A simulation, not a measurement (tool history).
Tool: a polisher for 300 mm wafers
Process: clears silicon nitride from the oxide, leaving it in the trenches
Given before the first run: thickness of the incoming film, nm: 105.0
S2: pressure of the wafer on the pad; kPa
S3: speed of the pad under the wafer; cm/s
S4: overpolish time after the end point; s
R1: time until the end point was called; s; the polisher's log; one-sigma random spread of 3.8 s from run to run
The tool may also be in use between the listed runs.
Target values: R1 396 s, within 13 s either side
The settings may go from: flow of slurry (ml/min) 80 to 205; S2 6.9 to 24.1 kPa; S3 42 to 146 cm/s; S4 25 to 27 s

run 1 hour=0 | flow_of_slurry_(ml/min)=135 S2=15.2 S3=94 S4=25 | R1=187.12
run 2 hour=6 | flow_of_slurry_(ml/min)=135 S2=15.2 S3=74 S4=25 | R1=235.76
run 3 hour=14.4 | flow_of_slurry_(ml/min)=145 S2=15.2 S3=74 S4=25 | R1=232.58
run 4 hour=23.2 | flow_of_slurry_(ml/min)=145 S2=15.2 S3=94 S4=25 | R1=185.46
run 5 hour=26 | flow_of_slurry_(ml/min)=140 S2=13.8 S3=90 S4=25 | R1=212.98
run 6 hour=34 | flow_of_slurry_(ml/min)=115 S2=13.8 S3=90 S4=25 | R1=218.18
run 7 hour=41.5 | flow_of_slurry_(ml/min)=115 S2=12.4 S3=88 S4=25 | R1=245.99
run 8 hour=43 | flow_of_slurry_(ml/min)=115 S2=12.4 S3=88 S4=25 | R1=246.95
run 9 hour=50.7 | flow_of_slurry_(ml/min)=115 S2=11.7 S3=86 S4=25 | R1=263.2
run 10 hour=56.4 | flow_of_slurry_(ml/min)=115 S2=11 S3=84 S4=25 | R1=290.11
run 11 hour=63.1 | flow_of_slurry_(ml/min)=115 S2=10.3 S3=84 S4=25 | R1=300.19
run 12 hour=67.1 | flow_of_slurry_(ml/min)=115 S2=9.7 S3=84 S4=25 | R1=325.88
run 13 hour=71.6 | flow_of_slurry_(ml/min)=115 S2=9 S3=84 S4=25 | R1=350.41
run 14 hour=75.3 | flow_of_slurry_(ml/min)=115 S2=8.3 S3=84 S4=25 | R1=381.16
run 15 hour=80.6 | flow_of_slurry_(ml/min)=120 S2=8.3 S3=84 S4=25 | R1=378.46
run 16 hour=86.7 | flow_of_slurry_(ml/min)=125 S2=8.3 S3=84 S4=25 | R1=371.46

5 candidate next runs follow, results not yet known. Just one meets every target within its allowed miss. Identify it.
run A hour=92.8 | flow_of_slurry_(ml/min)=115 S2=11 S3=66 S4=25 | R1=?
run B hour=92.8 | flow_of_slurry_(ml/min)=125 S2=11 S3=66 S4=25 | R1=?
run C hour=92.8 | flow_of_slurry_(ml/min)=135 S2=6.9 S3=92 S4=26 | R1=?
run D hour=92.8 | flow_of_slurry_(ml/min)=150 S2=7.6 S3=90 S4=25 | R1=?
run E hour=92.8 | flow_of_slurry_(ml/min)=175 S2=7.6 S3=88 S4=25 | R1=?

move=A R1=364.01
move=B R1=359.49
move=C R1=401.25
move=D R1=369.74
move=E R1=370.32
A: the biggest miss grows against the last run
B: the biggest miss grows against the last run
C: all results in spec
D: the biggest miss grows against the last run
E: as far off as the last run
Go with C: it meets all targets.
